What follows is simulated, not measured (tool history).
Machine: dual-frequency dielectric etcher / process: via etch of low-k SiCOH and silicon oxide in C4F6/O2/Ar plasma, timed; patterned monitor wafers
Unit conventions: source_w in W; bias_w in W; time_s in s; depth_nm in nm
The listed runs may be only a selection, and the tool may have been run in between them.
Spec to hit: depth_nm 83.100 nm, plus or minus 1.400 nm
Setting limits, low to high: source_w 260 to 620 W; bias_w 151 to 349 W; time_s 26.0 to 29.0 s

{"run": 1, "hour": 0.0, "source_w": 440, "bias_w": 250, "time_s": 29.0, "depth_nm": 90.749}
{"run": 2, "hour": 7.0, "source_w": 440, "bias_w": 250, "time_s": 29.0, "depth_nm": 90.658}
{"run": 3, "hour": 7.8, "source_w": 410, "bias_w": 247, "time_s": 29.0, "depth_nm": 87.653}
{"run": 4, "hour": 9.9, "source_w": 410, "bias_w": 247, "time_s": 29.0, "depth_nm": 88.612}
{"run": 5, "hour": 18.1, "source_w": 390, "bias_w": 244, "time_s": 29.0, "depth_nm": 86.065}
{"run": 6, "hour": 25.9, "source_w": 420, "bias_w": 244, "time_s": 29.0, "depth_nm": 88.546}
{"run": 7, "hour": 29.3, "source_w": 400, "bias_w": 242, "time_s": 29.0, "depth_nm": 87.01}
{"run": 8, "hour": 30.5, "source_w": 380, "bias_w": 240, "time_s": 29.0, "depth_nm": 85.75}

Which single option among these 5 for the next run brings every result within its allowed miss of target? Just one does.
{"run": "A", "hour": 31.7, "source_w": 410, "bias_w": 290, "time_s": 27.5, "depth_nm": "?"}
{"run": "B", "hour": 31.7, "source_w": 390, "bias_w": 298, "time_s": 28.5, "depth_nm": "?"}
{"run": "C", "hour": 31.7, "source_w": 460, "bias_w": 228, "time_s": 29.0, "depth_nm": "?"}
{"run": "D", "hour": 31.7, "source_w": 340, "bias_w": 267, "time_s": 27.5, "depth_nm": "?"}
{"run": "E", "hour": 31.7, "source_w": 400, "bias_w": 221, "time_s": 28.0, "depth_nm": "?"}

move=A depth_nm=86.487
move=B depth_nm=88.677
move=C depth_nm=90.169
move=D depth_nm=79.764
move=E depth_nm=82.472
A: moves away from the targets compared with the last run
B: moves away from the targets compared with the last run
C: moves away from the targets compared with the last run
D: the result that was furthest off in the last run now lies on the other side of its target
E: in spec on every target
Answer: E
